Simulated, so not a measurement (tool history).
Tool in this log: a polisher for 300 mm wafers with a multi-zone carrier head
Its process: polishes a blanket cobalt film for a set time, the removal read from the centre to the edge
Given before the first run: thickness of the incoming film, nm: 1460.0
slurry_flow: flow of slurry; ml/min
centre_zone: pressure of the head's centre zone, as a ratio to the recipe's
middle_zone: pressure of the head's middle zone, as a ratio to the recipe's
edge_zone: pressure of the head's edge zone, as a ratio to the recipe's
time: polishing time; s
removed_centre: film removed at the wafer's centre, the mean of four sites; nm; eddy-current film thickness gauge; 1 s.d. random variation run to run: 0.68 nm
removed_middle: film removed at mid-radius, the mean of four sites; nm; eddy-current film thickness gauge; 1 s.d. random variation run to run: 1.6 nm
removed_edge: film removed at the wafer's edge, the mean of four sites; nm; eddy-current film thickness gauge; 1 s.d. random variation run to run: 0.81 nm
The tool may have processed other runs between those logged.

run 1 hour=0 | slurry_flow=310 centre_zone=1 middle_zone=1 edge_zone=1 time=48 | removed_centre=130.55 removed_middle=140.67 removed_edge=146.01
run 2 hour=3.3 | slurry_flow=310 centre_zone=0.99 middle_zone=1 edge_zone=0.99 time=47 | removed_centre=126.77 removed_middle=142.69 removed_edge=143.48
run 3 hour=12.1 | slurry_flow=310 centre_zone=0.98 middle_zone=0.99 edge_zone=0.98 time=46 | removed_centre=123.4 removed_middle=134.39 removed_edge=141.06
run 4 hour=15.5 | slurry_flow=310 centre_zone=0.97 middle_zone=1 edge_zone=0.97 time=45 | removed_centre=117.52 removed_middle=135.65 removed_edge=137.1
run 5 hour=19.2 | slurry_flow=310 centre_zone=0.97 middle_zone=1 edge_zone=0.96 time=44 | removed_centre=117.09 removed_middle=133.58 removed_edge=131.92
run 6 hour=27.2 | slurry_flow=305 centre_zone=0.96 middle_zone=0.99 edge_zone=0.95 time=43 | removed_centre=111.94 removed_middle=127.97 removed_edge=129.78
run 7 hour=35.3 | slurry_flow=305 centre_zone=0.95 middle_zone=0.99 edge_zone=0.94 time=42 | removed_centre=108.41 removed_middle=123.73 removed_edge=126.93
run 8 hour=38.5 | slurry_flow=290 centre_zone=0.88 middle_zone=1.05 edge_zone=0.84 time=35 | removed_centre=83.328 removed_middle=105.72 removed_edge=99.365
run 9 hour=41.1 | slurry_flow=295 centre_zone=0.88 middle_zone=1.05 edge_zone=0.85 time=35 | removed_centre=82.164 removed_middle=105.46 removed_edge=100.78

What will run 10 give?
run 10 hour=43.8 | slurry_flow=340 centre_zone=0.95 middle_zone=1.08 edge_zone=0.9 time=36 | removed_centre=? removed_middle=? removed_edge=?

{"run 10": {"removed_centre": 94.409, "removed_middle": 110.37, "removed_edge": 106.98}}
